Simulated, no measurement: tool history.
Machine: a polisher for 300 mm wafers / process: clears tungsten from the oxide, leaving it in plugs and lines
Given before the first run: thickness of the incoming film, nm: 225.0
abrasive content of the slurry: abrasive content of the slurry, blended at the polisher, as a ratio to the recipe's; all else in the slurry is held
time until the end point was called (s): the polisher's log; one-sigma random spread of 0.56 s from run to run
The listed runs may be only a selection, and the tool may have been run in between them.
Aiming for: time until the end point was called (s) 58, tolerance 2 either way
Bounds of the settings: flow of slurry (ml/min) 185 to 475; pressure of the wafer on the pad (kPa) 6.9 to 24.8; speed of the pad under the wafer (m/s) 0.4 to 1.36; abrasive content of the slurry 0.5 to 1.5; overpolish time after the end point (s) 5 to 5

run	hour	flow of slurry (ml/min)	pressure of the wafer on the pad (kPa)	speed of the pad under the wafer (m/s)	abrasive content of the slurry	overpolish time after the end point (s)	time until the end point was called (s)
1	0	305	15.9	0.88	1	5	80.651
2	8.8	305	15.9	0.88	1	5	83.432
3	9.4	305	15.9	0.88	1.2	5	79.357
4	15.9	305	15.9	0.88	1.2	5	78.988
5	18.6	305	17.2	0.88	1.2	5	74.733
6	20.5	305	17.2	0.88	1.2	5	75.329
7	27.9	305	18.6	0.88	1.2	5	70.658
8	31.8	305	19.3	0.88	1.2	5	68.988
9	34.1	305	20	0.88	1.2	5	67.08
10	39.6	305	20.7	0.88	1.2	5	65.322
11	42.1	305	21.4	0.88	1.2	5	63.963
12	47.8	305	22.1	0.88	1.2	5	61.769
13	55.3	305	22.8	0.88	1.2	5	60.962

Of the 4 settings listed for the next run, only one would bring every result within its allowed miss of target. Which one?
A	62.8	250	24.8	0.86	1.25	5	?
B	62.8	285	24.1	0.8	1.25	5	?
C	62.8	320	17.2	1.06	1.15	5	?
D	62.8	320	22.8	0.8	1.15	5	?

move	time until the end point was called (s)
A	58.331
B	63.126
C	63.248
D	66.985
A: all results land within tolerance of their targets
B: further off than the last run
C: further off than the last run
D: further off than the last run
Go with A: it meets all targets.
